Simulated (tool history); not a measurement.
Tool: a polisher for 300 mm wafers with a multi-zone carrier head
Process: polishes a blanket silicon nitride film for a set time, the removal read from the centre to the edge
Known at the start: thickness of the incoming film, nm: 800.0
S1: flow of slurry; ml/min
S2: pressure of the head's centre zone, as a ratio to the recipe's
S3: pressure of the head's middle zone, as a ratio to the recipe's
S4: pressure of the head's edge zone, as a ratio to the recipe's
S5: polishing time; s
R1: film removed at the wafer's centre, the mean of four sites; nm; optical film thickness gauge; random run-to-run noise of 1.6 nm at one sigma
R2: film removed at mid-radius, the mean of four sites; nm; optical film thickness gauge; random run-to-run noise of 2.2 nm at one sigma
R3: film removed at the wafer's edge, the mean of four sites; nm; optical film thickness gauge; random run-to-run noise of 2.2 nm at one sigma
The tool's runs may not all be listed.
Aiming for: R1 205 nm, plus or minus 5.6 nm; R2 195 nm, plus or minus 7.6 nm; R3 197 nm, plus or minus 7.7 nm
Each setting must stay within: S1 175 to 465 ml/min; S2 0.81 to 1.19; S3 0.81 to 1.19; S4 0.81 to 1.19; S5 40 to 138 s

run  hour   S1    S2    S3    S4  S5      R1      R2      R3
  1     0  295     1     1     1  88   176.8   171.8  167.42
  2     6  295     1  0.94     1  88  177.12  162.11  165.32
  3  13.2  295     1  0.94  0.95  88  174.01  163.91  159.81
  4  14.9  300  1.01  0.97  0.99  89  179.07  167.55     167
  5  19.1  300  1.02     1  1.02  90  181.47  176.06   168.4
  6    22  300  0.95     1  1.02  90  167.33  172.67  171.45
  7  24.6  300  0.97  1.01  1.04  92   176.4  180.29  176.26
  8  30.5  300  0.98  1.01  1.06  93  182.57  182.96  181.48
  9  35.9  300  0.98  1.01  1.06  93  180.83  180.92     178
 10  43.7  300  0.99  1.01  1.07  95  185.05  182.87  185.38
 11  50.9  305     1  1.02  1.08  96  191.93   187.2  191.47
 12  54.3  310  1.01  1.03  1.08  96  194.83  189.35  190.16
 13  60.6  315  1.01  1.03  1.09  96  192.85  190.47  188.06
 14  63.2  310  1.02  1.03   1.1  97  197.44  191.94  191.62
 15  64.4  310  1.02  1.03  1.11  97  195.99  195.11  192.36

Which single option among these 5 for the next run brings every result within its allowed miss of target? Just one does.
  A  65.6  300  0.97  1.14  1.09   93   ?   ?   ?
  B  65.6  200  1.01  0.98  1.03  106   ?   ?   ?
  C  65.6  290  0.99  1.12  1.05   96   ?   ?   ?
  D  65.6  345  1.02  1.13  1.13   93   ?   ?   ?
  E  65.6  300  1.18  1.14  1.02   91   ?   ?   ?

move      R1      R2      R3
   A  181.73  196.86  184.41
   B   207.3  193.88  199.49
   C  190.84     200  186.51
   D  193.17  197.52  189.31
   E  215.92  192.44   174.6
A: the biggest miss grows against the last run
B: every result lands within tolerance
C: the biggest miss grows against the last run
D: the biggest miss grows against the last run
E: carries the result that was furthest off beyond its target, to the other side
Correct choice: B, which meets every target

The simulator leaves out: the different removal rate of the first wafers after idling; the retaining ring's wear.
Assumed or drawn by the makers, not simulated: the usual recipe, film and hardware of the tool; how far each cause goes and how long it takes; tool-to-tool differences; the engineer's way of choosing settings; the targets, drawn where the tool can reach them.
